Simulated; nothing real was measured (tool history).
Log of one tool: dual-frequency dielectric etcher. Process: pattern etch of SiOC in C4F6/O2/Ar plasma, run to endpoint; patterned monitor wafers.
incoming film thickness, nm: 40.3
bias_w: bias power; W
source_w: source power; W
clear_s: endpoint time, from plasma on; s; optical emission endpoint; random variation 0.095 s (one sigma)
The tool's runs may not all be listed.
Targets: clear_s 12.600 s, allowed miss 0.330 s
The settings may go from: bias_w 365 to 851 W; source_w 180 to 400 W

run  hour  bias_w  source_w  clear_s
  1   0.0     608       290   14.184
  2   5.2     528       290   14.896
  3  13.6     600       290   14.203
  4  22.3     614       290   14.140
  5  26.1     614       310   13.692
  6  32.9     624       310   13.602
  7  40.9     633       310   13.558
  8  42.7     642       310   13.627

Which of these 5 next moves meets every target?
  A  44.5     706       340        ?
  B  44.5     814       340        ?
  C  44.5     622       270        ?
  D  44.5     542       270        ?
  E  44.5     603       310        ?

move  clear_s
   A   12.769
   B   12.111
   C   14.392
   D   15.117
   E   13.928
A: meets every target
B: takes the result that was furthest off past its target
C: further off than the last run
D: further off than the last run
E: further off than the last run
Move A is the one to make.
